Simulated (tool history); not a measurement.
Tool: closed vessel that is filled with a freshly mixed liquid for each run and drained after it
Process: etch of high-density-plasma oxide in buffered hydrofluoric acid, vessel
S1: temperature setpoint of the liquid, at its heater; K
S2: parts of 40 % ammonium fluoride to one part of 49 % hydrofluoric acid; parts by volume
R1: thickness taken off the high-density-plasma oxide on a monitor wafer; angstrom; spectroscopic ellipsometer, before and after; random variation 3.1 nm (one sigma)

{"run": 1, "hour": 0.0, "S1": 295.15, "S2": 9.0, "time in the liquid (s)": 100, "R1": 1432.4}
{"run": 2, "hour": 3.3, "S1": 292.65, "S2": 9.0, "time in the liquid (s)": 100, "R1": 1227.5}
{"run": 3, "hour": 8.5, "S1": 292.65, "S2": 9.0, "time in the liquid (s)": 110, "R1": 1377.9}
{"run": 4, "hour": 11.9, "S1": 294.65, "S2": 8.5, "time in the liquid (s)": 110, "R1": 1622.1}
{"run": 5, "hour": 17.0, "S1": 293.15, "S2": 8.5, "time in the liquid (s)": 110, "R1": 1493.9}
{"run": 6, "hour": 24.4, "S1": 294.65, "S2": 8.0, "time in the liquid (s)": 110, "R1": 1753.3}
{"run": 7, "hour": 29.2, "S1": 294.65, "S2": 8.0, "time in the liquid (s)": 110, "R1": 1720.2}
{"run": 8, "hour": 31.4, "S1": 296.15, "S2": 8.0, "time in the liquid (s)": 110, "R1": 1908.8}

The next listed run, before its measurement:
{"run": 9, "hour": 36.7, "S1": 297.15, "S2": 8.0, "time in the liquid (s)": 110, "R1": "?"}

{"run 9": {"R1": 1981.1}}
